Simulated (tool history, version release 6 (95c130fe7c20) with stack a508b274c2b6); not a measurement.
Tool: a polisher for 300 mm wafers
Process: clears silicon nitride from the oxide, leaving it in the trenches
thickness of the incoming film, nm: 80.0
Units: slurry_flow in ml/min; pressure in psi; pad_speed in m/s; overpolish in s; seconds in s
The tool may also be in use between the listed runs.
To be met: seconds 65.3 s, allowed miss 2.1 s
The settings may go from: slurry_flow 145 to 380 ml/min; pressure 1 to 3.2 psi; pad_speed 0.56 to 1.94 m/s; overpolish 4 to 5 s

run  hour  slurry_flow  pressure  pad_speed  overpolish  seconds
  1     0          245       2.1       1.24           5   93.961
  2   4.5          245       2.3       1.24           5   86.101
  3  13.1          245       2.3       0.92           5   116.52
  4  17.6          245         2       0.92           5   131.13
  5  24.7          215         2       0.92           5   133.97
  6  33.3          215         2       0.92           4   135.48
  7  37.8          230       2.3       0.96           4   112.66
  8  41.4          240       2.5          1           4   98.802
  9    46          245       2.7       1.02           4   91.416
 10  49.8          250       2.8       1.06           4   82.751
 11  54.6          255       2.9       1.08           4   78.206
 12  60.1          260         3        1.1           4    76.31
 13    68          260       3.1       1.12           4    71.89
 14  73.1          260       3.1       1.14           4   70.073

4 next moves are on the table. One of them brings every result within its allowed miss. Which?
  A  78.2          270       3.2        1.1           5        ?
  B  78.2          245       3.2       1.18           4        ?
  C  78.2          170       3.2        1.3           4        ?
  D  78.2          260       3.1       1.04           5        ?

move  seconds
   A   70.279
   B   66.151
   C   62.064
   D    76.75
A: as far off as the last run
B: meets every target
C: takes the result that was furthest off past its target
D: further off than the last run
Answer: B

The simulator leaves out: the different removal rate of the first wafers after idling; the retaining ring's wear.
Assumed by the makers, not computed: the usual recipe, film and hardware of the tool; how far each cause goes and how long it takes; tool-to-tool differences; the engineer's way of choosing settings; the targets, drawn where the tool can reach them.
